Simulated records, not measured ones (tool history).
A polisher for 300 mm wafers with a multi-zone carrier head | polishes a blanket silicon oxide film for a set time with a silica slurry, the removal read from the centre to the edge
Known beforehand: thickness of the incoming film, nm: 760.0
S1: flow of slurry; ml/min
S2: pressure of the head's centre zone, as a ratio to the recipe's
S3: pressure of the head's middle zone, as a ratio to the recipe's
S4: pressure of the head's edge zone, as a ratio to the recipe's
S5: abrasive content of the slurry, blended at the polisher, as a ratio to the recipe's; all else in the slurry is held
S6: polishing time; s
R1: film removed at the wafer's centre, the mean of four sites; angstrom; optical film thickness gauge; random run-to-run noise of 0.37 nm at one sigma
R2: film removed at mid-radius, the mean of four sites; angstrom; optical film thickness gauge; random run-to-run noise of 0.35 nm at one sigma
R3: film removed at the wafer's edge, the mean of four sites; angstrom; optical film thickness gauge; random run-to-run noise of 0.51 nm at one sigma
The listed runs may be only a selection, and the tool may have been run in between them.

run 1 hour=0.0 | S1=145 S2=1.00 S3=1.00 S4=1.00 S5=1.00 S6=46 | R1=894.32 R2=881.57 R3=878.81
run 2 hour=8.6 | S1=145 S2=1.00 S3=1.06 S4=1.00 S5=1.00 S6=46 | R1=878.98 R2=910.31 R3=882.36
run 3 hour=10.8 | S1=130 S2=0.95 S3=1.03 S4=0.99 S5=0.85 S6=42 | R1=699.00 R2=756.06 R3=743.43
run 4 hour=17.1 | S1=130 S2=0.95 S3=0.95 S4=0.99 S5=0.85 S6=42 | R1=697.78 R2=697.00 R3=746.66
run 5 hour=19.8 | S1=130 S2=0.99 S3=0.95 S4=0.99 S5=0.85 S6=42 | R1=712.68 R2=694.89 R3=747.16
run 6 hour=23.1 | S1=120 S2=0.95 S3=0.95 S4=0.95 S5=0.75 S6=39 | R1=600.52 R2=603.28 R3=646.02

Predict the results of run 7:
run 7 hour=29.9 | S1=120 S2=0.95 S3=0.95 S4=0.95 S5=0.75 S6=39 | R1=? R2=? R3=?

R1: 599.41 angstrom
R2: 601.58 angstrom
R3: 646.91 angstrom

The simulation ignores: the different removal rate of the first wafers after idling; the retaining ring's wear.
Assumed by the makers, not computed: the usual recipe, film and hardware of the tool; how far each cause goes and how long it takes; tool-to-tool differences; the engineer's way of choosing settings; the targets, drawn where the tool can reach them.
